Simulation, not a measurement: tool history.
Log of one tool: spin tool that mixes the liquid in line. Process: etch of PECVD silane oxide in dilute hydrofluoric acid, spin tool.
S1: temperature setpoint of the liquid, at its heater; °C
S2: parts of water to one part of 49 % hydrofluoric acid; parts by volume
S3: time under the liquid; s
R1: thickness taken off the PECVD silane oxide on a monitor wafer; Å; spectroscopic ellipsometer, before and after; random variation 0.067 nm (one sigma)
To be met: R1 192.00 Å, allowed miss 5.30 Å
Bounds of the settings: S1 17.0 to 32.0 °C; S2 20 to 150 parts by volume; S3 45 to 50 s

run,hour,S1,S2,S3,R1
1,0.0,24.0,85,45,273.30
2,2.2,24.0,70,45,337.88
3,7.4,22.0,75,45,289.43
4,9.4,22.0,100,45,210.68
5,13.4,20.5,100,45,197.41
6,16.5,20.5,125,45,153.52
7,18.6,22.0,125,45,162.56
8,20.8,23.0,125,45,169.87
9,21.7,23.0,125,45,169.06

5 next moves are on the table. One of them brings every result within its allowed miss. Which?
A,22.6,22.0,130,45,?
B,22.6,23.0,115,50,?
C,22.6,21.5,110,50,?
D,22.6,24.0,120,50,?
E,22.6,24.5,130,50,?

move,R1
A,157.24
B,209.02
C,207.02
D,207.12
E,192.62
A: further off than the last run
B: takes the result that was furthest off past its target
C: takes the result that was furthest off past its target
D: takes the result that was furthest off past its target
E: meets every target
Move E is the one to make.

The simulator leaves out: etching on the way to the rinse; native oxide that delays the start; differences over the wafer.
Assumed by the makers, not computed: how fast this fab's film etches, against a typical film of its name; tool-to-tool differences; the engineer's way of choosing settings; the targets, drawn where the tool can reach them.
